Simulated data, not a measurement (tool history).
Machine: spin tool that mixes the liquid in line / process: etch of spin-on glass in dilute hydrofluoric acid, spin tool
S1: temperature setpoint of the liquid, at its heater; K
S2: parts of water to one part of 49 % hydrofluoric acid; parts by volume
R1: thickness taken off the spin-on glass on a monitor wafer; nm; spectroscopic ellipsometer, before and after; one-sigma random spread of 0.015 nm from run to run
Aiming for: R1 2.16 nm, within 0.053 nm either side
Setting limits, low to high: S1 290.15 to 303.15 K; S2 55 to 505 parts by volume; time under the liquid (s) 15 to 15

run 1 day=0 | S1=295.15 S2=280 time_under_the_liquid_(s)=15 | R1=1.8363
run 2 day=0.229 | S1=295.65 S2=280 time_under_the_liquid_(s)=15 | R1=1.8568
run 3 day=0.546 | S1=296.15 S2=280 time_under_the_liquid_(s)=15 | R1=1.8864
run 4 day=0.771 | S1=296.65 S2=280 time_under_the_liquid_(s)=15 | R1=1.9511
run 5 day=0.867 | S1=297.15 S2=280 time_under_the_liquid_(s)=15 | R1=1.9548
run 6 day=1.008 | S1=297.65 S2=280 time_under_the_liquid_(s)=15 | R1=1.988
run 7 day=1.15 | S1=298.15 S2=280 time_under_the_liquid_(s)=15 | R1=2.0161
run 8 day=1.271 | S1=298.65 S2=280 time_under_the_liquid_(s)=15 | R1=2.0892

5 candidate next runs follow, results not yet known. Just one meets every target within its allowed miss. Identify it.
run A day=1.392 | S1=299.15 S2=265 time_under_the_liquid_(s)=15 | R1=?
run B day=1.392 | S1=296.15 S2=240 time_under_the_liquid_(s)=15 | R1=?
run C day=1.392 | S1=297.65 S2=250 time_under_the_liquid_(s)=15 | R1=?
run D day=1.392 | S1=298.65 S2=270 time_under_the_liquid_(s)=15 | R1=?
run E day=1.392 | S1=293.15 S2=220 time_under_the_liquid_(s)=15 | R1=?

move=A R1=2.2624
move=B R1=2.3039
move=C R1=2.3109
move=D R1=2.171
move=E R1=2.2919
A: the result that was furthest off in the last run now lies on the other side of its target
B: the result that was furthest off in the last run now lies on the other side of its target
C: the result that was furthest off in the last run now lies on the other side of its target
D: every result lands within tolerance
E: the result that was furthest off in the last run now lies on the other side of its target
Answer: D
